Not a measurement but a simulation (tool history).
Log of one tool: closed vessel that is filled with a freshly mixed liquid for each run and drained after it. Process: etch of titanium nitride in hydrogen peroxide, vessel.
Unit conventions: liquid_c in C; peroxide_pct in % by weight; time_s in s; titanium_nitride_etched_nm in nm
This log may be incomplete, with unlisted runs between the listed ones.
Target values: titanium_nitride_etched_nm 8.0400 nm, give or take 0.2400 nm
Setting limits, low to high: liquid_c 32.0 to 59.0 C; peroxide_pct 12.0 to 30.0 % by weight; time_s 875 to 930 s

run 1 day=0.000 | liquid_c=43.0 peroxide_pct=22.0 time_s=875 | titanium_nitride_etched_nm=18.2040
run 2 day=0.167 | liquid_c=41.5 peroxide_pct=22.0 time_s=875 | titanium_nitride_etched_nm=16.2890
run 3 day=0.279 | liquid_c=41.5 peroxide_pct=22.0 time_s=930 | titanium_nitride_etched_nm=17.4850
run 4 day=0.312 | liquid_c=41.5 peroxide_pct=18.0 time_s=930 | titanium_nitride_etched_nm=16.7450
run 5 day=0.371 | liquid_c=41.5 peroxide_pct=18.0 time_s=875 | titanium_nitride_etched_nm=15.3110
run 6 day=0.475 | liquid_c=41.5 peroxide_pct=18.0 time_s=875 | titanium_nitride_etched_nm=15.8350
run 7 day=0.575 | liquid_c=40.0 peroxide_pct=18.0 time_s=875 | titanium_nitride_etched_nm=14.0030
run 8 day=0.929 | liquid_c=32.0 peroxide_pct=17.5 time_s=875 | titanium_nitride_etched_nm=7.3747

Consider the 5 candidate settings below. Which is the only one whose results all fall within their allowed miss of target?
run A day=1.283 | liquid_c=33.0 peroxide_pct=19.0 time_s=875 | titanium_nitride_etched_nm=?
run B day=1.283 | liquid_c=32.0 peroxide_pct=17.0 time_s=890 | titanium_nitride_etched_nm=?
run C day=1.283 | liquid_c=32.0 peroxide_pct=18.5 time_s=885 | titanium_nitride_etched_nm=?
run D day=1.283 | liquid_c=32.0 peroxide_pct=17.5 time_s=885 | titanium_nitride_etched_nm=?
run E day=1.283 | liquid_c=32.0 peroxide_pct=17.0 time_s=905 | titanium_nitride_etched_nm=?

move=A titanium_nitride_etched_nm=8.0677
move=B titanium_nitride_etched_nm=7.3925
move=C titanium_nitride_etched_nm=7.4843
move=D titanium_nitride_etched_nm=7.3963
move=E titanium_nitride_etched_nm=7.5171
A: hits every target within its allowed miss
B: roughly where the last run was
C: moves toward the targets from the last run without getting all of them in spec
D: roughly where the last run was
E: moves toward the targets from the last run without getting all of them in spec
A meets every target.
